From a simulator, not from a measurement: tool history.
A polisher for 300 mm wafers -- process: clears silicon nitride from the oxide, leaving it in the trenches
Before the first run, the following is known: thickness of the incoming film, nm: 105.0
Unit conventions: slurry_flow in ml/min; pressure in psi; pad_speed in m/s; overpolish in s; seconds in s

run	hour	slurry_flow	pressure	pad_speed	overpolish	seconds
1	0.0	160	3.0	0.82	4	152.16
2	1.3	160	3.0	0.82	4	154.53
3	2.8	155	2.6	0.74	4	190.82
4	7.3	155	2.6	0.74	4	192.35
5	10.3	155	2.0	0.74	4	239.57
6	14.2	155	1.9	0.68	4	269.86
7	18.3	155	1.8	0.64	4	296.70

For run 8, what comes out?
8	26.1	155	1.7	0.62	4	?

{"run 8": {"seconds": 333.2}}
